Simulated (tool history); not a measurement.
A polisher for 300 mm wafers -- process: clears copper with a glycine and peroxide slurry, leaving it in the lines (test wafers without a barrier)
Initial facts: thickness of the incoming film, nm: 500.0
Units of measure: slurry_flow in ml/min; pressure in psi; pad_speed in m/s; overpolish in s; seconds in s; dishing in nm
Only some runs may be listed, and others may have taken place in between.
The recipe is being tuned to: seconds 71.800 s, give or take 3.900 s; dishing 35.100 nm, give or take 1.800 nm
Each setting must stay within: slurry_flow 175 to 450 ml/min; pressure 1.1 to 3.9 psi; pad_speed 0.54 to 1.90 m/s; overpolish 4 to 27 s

run,hour,slurry_flow,pressure,pad_speed,overpolish,seconds,dishing
1,0.0,290,2.5,1.22,14,69.826,59.145
2,2.0,290,2.5,1.22,12,66.994,53.257
3,8.7,345,2.5,1.22,12,66.859,51.291
4,10.7,350,2.4,1.22,11,67.928,47.831
5,11.5,350,2.4,1.02,11,78.487,43.459
6,18.1,350,2.4,1.02,5,77.516,21.164
7,23.2,350,2.4,1.04,6,76.639,26.033
8,31.3,350,2.4,1.04,7,79.602,29.775
9,34.5,350,2.5,1.04,7,76.166,30.665
10,37.5,355,2.6,1.04,7,72.849,31.053
11,41.8,355,2.6,1.04,10,73.159,42.328
12,45.9,350,2.6,1.06,10,72.871,43.381
13,47.2,340,2.6,1.08,10,71.895,43.696
14,52.1,335,2.5,1.10,10,70.966,43.042
15,60.8,335,2.4,1.12,10,72.988,43.383
16,63.0,335,2.5,1.10,10,73.696,42.304
17,70.5,335,2.5,1.12,10,72.146,43.248
18,73.3,335,2.5,1.14,10,69.275,43.677
19,80.6,335,2.4,1.14,10,72.238,41.722
20,84.8,335,2.4,1.16,10,72.415,43.879
21,87.7,330,2.5,1.14,10,72.549,44.111
22,89.1,335,2.5,1.16,5,69.793,23.644
23,94.5,340,2.6,1.12,6,67.994,28.373
24,97.8,340,2.6,1.10,6,69.506,28.373
25,104.3,340,2.6,1.06,11,71.605,46.387
26,107.7,340,2.6,1.06,11,75.254,45.415
27,115.2,335,2.6,1.06,10,72.211,42.497
28,118.5,335,2.6,1.08,10,72.523,42.590
29,125.3,335,2.6,1.08,10,70.474,43.489
30,129.3,335,2.6,1.10,10,69.845,43.209

Which single option among these 4 for the next run brings every result within its allowed miss of target? Just one does.
A,133.3,285,3.0,1.12,6,?,?
B,133.3,390,2.5,1.10,8,?,?
C,133.3,390,3.0,1.12,6,?,?
D,133.3,310,2.0,1.38,7,?,?

move,seconds,dishing
A,62.967,30.498
B,71.744,34.854
C,61.266,31.231
D,71.892,30.790
A: moves the result that the last run missed by most past its target, out the other side
B: every result within its allowed miss
C: moves the result that the last run missed by most past its target, out the other side
D: moves the result that the last run missed by most past its target, out the other side
Correct choice: B, which meets every target

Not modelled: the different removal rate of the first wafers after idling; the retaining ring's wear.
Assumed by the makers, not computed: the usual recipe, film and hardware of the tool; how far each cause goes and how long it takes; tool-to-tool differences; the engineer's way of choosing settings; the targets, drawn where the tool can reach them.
